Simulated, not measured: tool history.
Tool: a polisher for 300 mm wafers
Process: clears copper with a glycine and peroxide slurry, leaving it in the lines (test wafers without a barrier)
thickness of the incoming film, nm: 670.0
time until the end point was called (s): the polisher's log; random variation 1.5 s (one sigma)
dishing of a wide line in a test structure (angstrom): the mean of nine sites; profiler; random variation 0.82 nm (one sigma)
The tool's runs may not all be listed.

run,hour,flow of slurry (ml/min),pressure of the wafer on the pad (psi),speed of the pad under the wafer (cm/s),overpolish time after the end point (s),time until the end point was called (s),dishing of a wide line in a test structure (angstrom)
1,0,180,1.8,124,19,145.77,535.85
2,1.8,175,1.8,124,20,147.51,560.64
3,6,175,2.1,124,20,130.42,611.22
4,10.2,170,2,124,20,136.98,592.58
5,11.3,170,2,124,24,136.69,673.03
6,17.8,170,1.8,124,24,149.82,638.28
7,20.9,165,1.8,124,23,148.29,595

The next listed run, before its measurement:
8,23.5,160,1.8,124,23,?,?

Run 8 gave time until the end point was called (s) 147.8, dishing of a wide line in a test structure (angstrom) 617.12.
